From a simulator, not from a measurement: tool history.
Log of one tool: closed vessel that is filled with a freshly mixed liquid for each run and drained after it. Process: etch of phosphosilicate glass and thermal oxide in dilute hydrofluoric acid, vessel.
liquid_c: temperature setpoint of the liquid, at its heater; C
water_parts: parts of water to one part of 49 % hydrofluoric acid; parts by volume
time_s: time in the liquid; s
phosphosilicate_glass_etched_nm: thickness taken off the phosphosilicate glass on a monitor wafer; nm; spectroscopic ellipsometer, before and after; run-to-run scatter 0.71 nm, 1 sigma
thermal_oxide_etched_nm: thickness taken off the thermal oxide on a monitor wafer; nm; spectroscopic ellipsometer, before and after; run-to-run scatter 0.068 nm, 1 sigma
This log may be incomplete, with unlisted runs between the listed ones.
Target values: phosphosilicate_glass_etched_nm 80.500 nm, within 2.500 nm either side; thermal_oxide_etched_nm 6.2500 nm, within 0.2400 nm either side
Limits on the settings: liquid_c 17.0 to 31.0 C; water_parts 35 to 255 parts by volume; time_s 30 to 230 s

run  hour  liquid_c  water_parts  time_s  phosphosilicate_glass_etched_nm  thermal_oxide_etched_nm
  1   0.0      23.0          145     120                           44.240                   3.4980
  2   9.1      25.0          145     120                           49.009                   3.7992
  3  16.5      23.0          145     120                           44.519                   3.5354
  4  22.5      23.0          125     120                           53.408                   4.2074
  5  26.5      26.0          125     120                           60.092                   4.6943
  6  35.5      24.5          125     120                           56.636                   4.4261
  7  41.7      25.5          125     120                           58.530                   4.4904
  8  43.3      26.0          120     120                           62.483                   4.8522
  9  48.2      26.5          120     120                           64.209                   4.9687
 10  56.9      27.0          120     120                           65.349                   5.0644
 11  62.7      27.5          120     120                           66.438                   5.2335
 12  68.5      28.0          120     120                           67.807                   5.1542
 13  76.5      28.0          115     120                           71.359                   5.4878
 14  80.8      28.5          115     120                           71.788                   5.7224
 15  86.0      29.0          110     120                           78.607                   5.9440
 16  90.7      27.5          100     125                           85.311                   6.6890
 17  93.9      27.0          100     125                           82.905                   6.6660

Which of these 4 next moves meets every target?
  A  97.1      28.5          125     155                                ?                        ?
  B  97.1      27.5           95     110                                ?                        ?
  C  97.1      31.0          105     100                                ?                        ?
  D  97.1      29.0          100     105                                ?                        ?

move  phosphosilicate_glass_etched_nm  thermal_oxide_etched_nm
   A                           86.278                   6.5856
   B                           80.724                   6.1616
   C                           74.730                   5.7042
   D                           76.991                   5.8767
A: its largest miss is bigger than the last run's
B: all results land within tolerance of their targets
C: takes the biggest miss from the last run beyond its target
D: takes the biggest miss from the last run beyond its target
B meets every target.

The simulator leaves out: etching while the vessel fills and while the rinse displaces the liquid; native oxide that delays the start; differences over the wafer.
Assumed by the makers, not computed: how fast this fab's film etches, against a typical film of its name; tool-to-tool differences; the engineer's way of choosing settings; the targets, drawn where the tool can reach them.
